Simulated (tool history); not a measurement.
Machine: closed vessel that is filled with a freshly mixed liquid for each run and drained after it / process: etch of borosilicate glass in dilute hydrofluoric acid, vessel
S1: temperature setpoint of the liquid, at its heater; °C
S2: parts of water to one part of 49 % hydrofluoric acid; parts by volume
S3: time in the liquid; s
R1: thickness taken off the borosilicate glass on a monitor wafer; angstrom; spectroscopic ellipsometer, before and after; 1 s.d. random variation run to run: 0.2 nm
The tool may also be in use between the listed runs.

| run | hour | S1 | S2 | S3 | R1 |
|---|---|---|---|---|---|
| 1 | 0.0 | 21.0 | 115 | 100 | 209.40 |
| 2 | 5.4 | 21.0 | 115 | 105 | 220.43 |
| 3 | 12.4 | 22.0 | 115 | 105 | 228.81 |
| 4 | 17.6 | 22.0 | 115 | 100 | 219.03 |
| 5 | 20.0 | 18.5 | 115 | 100 | 188.88 |
| 6 | 22.7 | 20.5 | 115 | 100 | 207.28 |
| 7 | 24.9 | 22.0 | 115 | 100 | 218.13 |

For run 8, what comes out?
| 8 | 29.4 | 26.0 | 105 | 100 | ? |

Logged for run 8: R1 284.75 angstrom.
